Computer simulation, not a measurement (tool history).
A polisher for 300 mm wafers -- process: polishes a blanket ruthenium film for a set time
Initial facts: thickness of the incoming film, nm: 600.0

run,day,flow of slurry (ml/min),pressure of the wafer on the pad (psi),speed of the pad under the wafer (cm/s),polishing time (s),film removed (nm)
1,0,315,2.6,94,93,124.88
2,0.312,315,2.6,86,93,116.78
3,0.621,315,2.6,86,98,121.5
4,0.696,315,2,86,98,100.99
5,0.788,315,2.4,86,98,115
6,0.833,340,2.4,86,98,116.51
7,1.021,350,2.6,86,98,122.07
8,1.379,350,2.8,86,98,131.02
9,1.479,350,2.9,86,98,136.29
10,1.65,350,3,86,98,137.92

For run 11, what comes out?
11,1.858,350,3.1,86,98,?

{"run 11": {"film removed (nm)": 141.59}}
